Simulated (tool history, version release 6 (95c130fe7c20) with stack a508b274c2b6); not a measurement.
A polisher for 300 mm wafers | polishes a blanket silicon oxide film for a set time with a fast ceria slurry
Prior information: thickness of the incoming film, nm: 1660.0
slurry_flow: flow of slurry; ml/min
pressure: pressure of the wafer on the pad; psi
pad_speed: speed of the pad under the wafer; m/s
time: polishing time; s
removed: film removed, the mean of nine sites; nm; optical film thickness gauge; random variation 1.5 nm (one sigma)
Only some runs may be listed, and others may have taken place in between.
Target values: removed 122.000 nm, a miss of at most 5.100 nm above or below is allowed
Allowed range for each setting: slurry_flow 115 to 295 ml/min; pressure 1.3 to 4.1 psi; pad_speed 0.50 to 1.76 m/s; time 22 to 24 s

run	hour	slurry_flow	pressure	pad_speed	time	removed
1	0.0	190	2.7	1.12	24	344.460
2	7.9	190	2.7	0.94	24	288.510
3	9.0	190	2.5	0.88	24	249.960
4	16.7	190	2.5	0.88	24	252.240
5	25.5	190	2.3	0.84	24	221.830
6	31.3	190	2.1	0.80	24	195.300
7	39.0	190	2.1	0.80	24	188.360
8	42.3	190	2.0	0.80	24	183.120
9	43.5	190	1.9	0.78	24	175.830
10	51.9	185	1.3	0.58	24	90.075
11	54.3	195	1.4	0.58	24	95.025
12	60.7	195	1.5	0.58	24	104.770
13	62.8	200	1.9	0.58	24	130.110

5 candidate next runs follow, results not yet known. Just one meets every target within its allowed miss. Identify it.
A	64.9	125	1.5	1.00	22	?
B	64.9	230	2.2	0.58	22	?
C	64.9	170	1.7	0.68	24	?
D	64.9	115	2.0	0.64	22	?
E	64.9	215	1.9	0.68	23	?

move	removed
A	146.930
B	140.190
C	132.900
D	123.360
E	146.760
A: its largest miss is bigger than the last run's
B: its largest miss is bigger than the last run's
C: its largest miss is bigger than the last run's
D: hits every target within its allowed miss
E: its largest miss is bigger than the last run's
The right move is D.
